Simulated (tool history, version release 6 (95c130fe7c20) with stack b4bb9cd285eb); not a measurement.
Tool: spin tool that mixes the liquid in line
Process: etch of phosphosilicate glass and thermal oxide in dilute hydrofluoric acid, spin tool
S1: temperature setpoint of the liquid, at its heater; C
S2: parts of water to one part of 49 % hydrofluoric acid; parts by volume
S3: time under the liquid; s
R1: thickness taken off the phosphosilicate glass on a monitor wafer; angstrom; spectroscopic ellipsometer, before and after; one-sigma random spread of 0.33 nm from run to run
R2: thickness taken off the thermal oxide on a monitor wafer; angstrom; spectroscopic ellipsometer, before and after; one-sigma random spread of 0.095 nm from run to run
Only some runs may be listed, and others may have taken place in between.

{"run": 1, "hour": 0.0, "S1": 26.0, "S2": 145, "S3": 40, "R1": 240.83, "R2": 13.395}
{"run": 2, "hour": 4.6, "S1": 28.0, "S2": 125, "S3": 40, "R1": 310.88, "R2": 15.58}
{"run": 3, "hour": 9.1, "S1": 28.0, "S2": 75, "S3": 40, "R1": 559.83, "R2": 28.905}
{"run": 4, "hour": 17.8, "S1": 28.0, "S2": 110, "S3": 40, "R1": 356.18, "R2": 19.717}
{"run": 5, "hour": 26.7, "S1": 29.5, "S2": 110, "S3": 40, "R1": 378.2, "R2": 19.003}
{"run": 6, "hour": 28.3, "S1": 26.5, "S2": 110, "S3": 40, "R1": 340.42, "R2": 18.76}

Run 7, settings as shown, results not yet in. Your forecast:
{"run": 7, "hour": 30.1, "S1": 27.0, "S2": 100, "S3": 40, "R1": "?", "R2": "?"}

{"run 7": {"R1": 385.42, "R2": 20.839}}
